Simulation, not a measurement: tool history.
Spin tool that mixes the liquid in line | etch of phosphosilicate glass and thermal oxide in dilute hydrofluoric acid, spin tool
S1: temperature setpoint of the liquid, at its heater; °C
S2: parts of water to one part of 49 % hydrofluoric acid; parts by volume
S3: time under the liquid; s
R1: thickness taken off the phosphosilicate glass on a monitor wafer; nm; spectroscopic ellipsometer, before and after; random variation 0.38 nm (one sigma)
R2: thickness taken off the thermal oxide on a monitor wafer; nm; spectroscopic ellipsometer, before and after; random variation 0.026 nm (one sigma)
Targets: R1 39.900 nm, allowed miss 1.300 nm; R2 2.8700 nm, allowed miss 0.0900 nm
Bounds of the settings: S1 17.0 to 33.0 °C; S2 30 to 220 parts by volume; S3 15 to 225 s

run 1 hour=0.0 | S1=25.0 S2=125 S3=115 | R1=53.020 R2=3.7852
run 2 hour=2.0 | S1=23.5 S2=125 S3=115 | R1=49.860 R2=3.5041
run 3 hour=9.7 | S1=23.5 S2=110 S3=115 | R1=57.942 R2=4.0905
run 4 hour=18.6 | S1=23.5 S2=110 S3=75 | R1=37.155 R2=2.6767
run 5 hour=22.7 | S1=24.0 S2=110 S3=75 | R1=37.465 R2=2.7386
-- hour=29.8 hydrofluoric acid flow meter replaced
run 6 hour=29.8 | S1=26.5 S2=110 S3=75 | R1=44.150 R2=3.2071
run 7 hour=32.2 | S1=26.0 S2=110 S3=75 | R1=44.421 R2=3.1546
run 8 hour=38.6 | S1=26.0 S2=110 S3=75 | R1=43.507 R2=3.1532

4 next moves are on the table. One of them brings every result within its allowed miss. Which?
run A hour=45.0 | S1=19.5 S2=135 S3=120 | R1=? R2=?
run B hour=45.0 | S1=23.5 S2=165 S3=130 | R1=? R2=?
run C hour=45.0 | S1=21.5 S2=215 S3=190 | R1=? R2=?
run D hour=45.0 | S1=25.5 S2=125 S3=80 | R1=? R2=?

move=A R1=42.573 R2=3.0547
move=B R1=42.736 R2=3.0664
move=C R1=42.164 R2=3.0254
move=D R1=39.256 R2=2.8167
A: nearer than the last run, and not there yet
B: nearer than the last run, and not there yet
C: nearer than the last run, and not there yet
D: meets every target
Move D is the one to make.
